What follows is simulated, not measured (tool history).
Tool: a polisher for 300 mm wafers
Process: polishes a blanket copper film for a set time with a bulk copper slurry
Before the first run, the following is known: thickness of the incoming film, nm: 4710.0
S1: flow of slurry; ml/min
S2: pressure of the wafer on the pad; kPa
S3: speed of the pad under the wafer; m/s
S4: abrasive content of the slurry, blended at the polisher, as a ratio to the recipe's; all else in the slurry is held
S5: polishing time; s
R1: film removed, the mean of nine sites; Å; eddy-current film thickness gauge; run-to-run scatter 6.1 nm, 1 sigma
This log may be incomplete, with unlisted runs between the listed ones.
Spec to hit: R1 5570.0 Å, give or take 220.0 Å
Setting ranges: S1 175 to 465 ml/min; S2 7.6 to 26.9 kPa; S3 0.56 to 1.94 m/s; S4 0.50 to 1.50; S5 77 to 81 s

run	hour	S1	S2	S3	S4	S5	R1
1	0.0	295	17.2	1.24	1.00	77	8456.8
2	3.3	295	16.5	1.24	1.00	77	8153.6
3	8.8	295	15.9	1.24	1.00	77	7772.5
4	15.9	295	19.3	1.24	1.00	77	8987.5
5	20.7	295	19.3	1.24	1.00	77	9121.4
6	26.7	295	17.9	1.24	1.00	77	8743.3
7	33.0	295	17.9	1.24	1.00	77	8659.3
8	35.1	295	16.5	1.24	1.00	77	8164.5
9	43.4	295	15.9	1.24	1.00	77	7625.4
10	51.7	295	15.9	1.24	1.00	77	7912.8
11	56.8	295	15.2	1.24	1.00	77	7578.7
12	65.0	295	14.5	1.24	1.00	77	7468.7

5 next moves are on the table. One of them brings every result within its allowed miss. Which?
A	73.2	280	11.0	1.00	0.90	77	?
B	73.2	260	11.7	1.32	1.00	81	?
C	73.2	245	13.8	0.98	1.05	77	?
D	73.2	270	15.2	1.34	0.95	81	?
E	73.2	245	10.3	1.80	1.00	81	?

move	R1
A	4766.8
B	6936.0
C	5581.8
D	8459.5
E	8545.6
A: pushes the last run's worst result past its target
B: nearer the targets than the last run, but a result is still out of spec
C: all results land within tolerance of their targets
D: its largest miss is bigger than the last run's
E: its largest miss is bigger than the last run's
Go with C: it meets all targets.
